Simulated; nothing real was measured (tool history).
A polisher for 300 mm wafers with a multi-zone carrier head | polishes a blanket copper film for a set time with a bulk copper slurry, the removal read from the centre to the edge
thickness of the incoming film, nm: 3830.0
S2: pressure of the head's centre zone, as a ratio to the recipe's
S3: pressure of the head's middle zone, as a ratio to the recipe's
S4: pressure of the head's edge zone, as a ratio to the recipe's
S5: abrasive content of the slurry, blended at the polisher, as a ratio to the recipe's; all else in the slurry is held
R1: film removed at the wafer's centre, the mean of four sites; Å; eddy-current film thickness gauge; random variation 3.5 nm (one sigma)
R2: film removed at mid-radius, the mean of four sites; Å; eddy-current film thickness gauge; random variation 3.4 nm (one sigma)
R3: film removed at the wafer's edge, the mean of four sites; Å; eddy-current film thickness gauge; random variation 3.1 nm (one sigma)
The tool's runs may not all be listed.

Run 1, hour 0: flow of slurry (ml/min) 305, S2 1, S3 1, S4 1, S5 1, polishing time (s) 34. Result: R1 5089.3 Å, R2 5141.7 Å, R3 5180.4 Å.
Run 2, hour 0.8: flow of slurry (ml/min) 305, S2 1, S3 1, S4 1.05, S5 1, polishing time (s) 34. Result: R1 5047.3 Å, R2 5140.2 Å, R3 5270.6 Å.
Run 3, hour 3.6: flow of slurry (ml/min) 305, S2 0.99, S3 0.98, S4 1.03, S5 0.9, polishing time (s) 33. Result: R1 4785.4 Å, R2 4785.7 Å, R3 4916.2 Å.
Run 4, hour 10.8: flow of slurry (ml/min) 300, S2 0.97, S3 0.96, S4 1.01, S5 0.85, polishing time (s) 32. Result: R1 4558.2 Å, R2 4601.8 Å, R3 4744.2 Å.
Run 5, hour 19.6: flow of slurry (ml/min) 300, S2 0.97, S3 0.94, S4 1, S5 0.8, polishing time (s) 31. Result: R1 4322.1 Å, R2 4332.9 Å, R3 4605.5 Å.
Run 6, hour 25.8: flow of slurry (ml/min) 300, S2 0.97, S3 0.94, S4 0.95, S5 0.8, polishing time (s) 31. Result: R1 4330.6 Å, R2 4305 Å, R3 4462.6 Å.
Run 7, hour 31.8: flow of slurry (ml/min) 300, S2 0.97, S3 0.93, S4 0.94, S5 0.75, polishing time (s) 30. Result: R1 4112.4 Å, R2 4146.7 Å, R3 4253 Å.

The next listed run, before its measurement:
Run 8, hour 34.9: flow of slurry (ml/min) 300, S2 0.97, S3 0.91, S4 0.93, S5 0.7, polishing time (s) 30. Result: R1 ?, R2 ?, R3 ?.

Run 8 gave R1 4082.2 Å, R2 4034.6 Å, R3 4220.9 Å.

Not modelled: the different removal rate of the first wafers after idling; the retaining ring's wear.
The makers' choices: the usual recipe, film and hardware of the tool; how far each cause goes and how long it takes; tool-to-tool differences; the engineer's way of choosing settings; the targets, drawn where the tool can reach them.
